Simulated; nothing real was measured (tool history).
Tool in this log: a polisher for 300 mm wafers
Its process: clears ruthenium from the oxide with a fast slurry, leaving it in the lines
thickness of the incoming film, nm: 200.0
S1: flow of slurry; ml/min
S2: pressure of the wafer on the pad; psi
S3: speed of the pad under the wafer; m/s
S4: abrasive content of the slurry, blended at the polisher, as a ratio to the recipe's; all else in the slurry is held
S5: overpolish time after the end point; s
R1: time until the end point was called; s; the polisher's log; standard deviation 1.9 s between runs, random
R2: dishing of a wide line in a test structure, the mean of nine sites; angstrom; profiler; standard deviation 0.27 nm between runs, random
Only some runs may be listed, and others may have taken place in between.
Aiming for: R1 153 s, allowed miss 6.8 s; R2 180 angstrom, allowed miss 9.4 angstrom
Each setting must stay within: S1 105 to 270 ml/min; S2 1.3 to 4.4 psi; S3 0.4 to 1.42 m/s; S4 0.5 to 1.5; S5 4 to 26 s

run  hour   S1   S2    S3   S4  S5      R1      R2
  1     0  175  2.8   0.9    1  13  60.604  367.63
  2   1.6  175  2.8   0.9    1  17  58.644   463.5
  3   8.1  155  2.8   0.9    1  17  61.229  467.22
  4  10.2  155  2.6  0.84    1  17  70.866  405.29
  5  10.7  155  2.6  0.84  1.2  17  64.543  430.38
  6  14.7  155  2.4   0.8  1.2  17  71.566  382.61
  7    20  150  2.2  0.76  1.2  17  82.904  341.06
  8    27  150  2.1  0.72  1.2  17  92.428  312.38
  9  28.2  150    2   0.7  1.2  17  97.069  288.81
 10  35.1  150  1.9  0.68  1.2  17  107.05  264.87
 11  38.4  150  1.8  0.66  1.2  17  114.38  248.71
 12  44.3  145  1.3  0.56  1.2  16  188.02  150.91
 13  48.6  150  1.3  0.56  1.2  16   180.3   151.8

Which one of the following 4 next-run settings gets every result inside its allowed miss? There is exactly one.
  A  52.9  135  1.3  0.46   1.2  19   ?   ?
  B  52.9  190  1.3   0.5  1.15  19   ?   ?
  C  52.9  205  2.1  0.44   0.9  15   ?   ?
  D  52.9  190  1.4   0.7   0.9  16   ?   ?

move      R1      R2
   A  224.12  141.36
   B  198.34   159.2
   C  158.86  156.99
   D  151.84   174.6
A: misses by more than the last run did
B: misses by more than the last run did
C: corrects the largest miss of the last run, while another result sits out of spec
D: every result lands within tolerance
The move that meets every target is D.
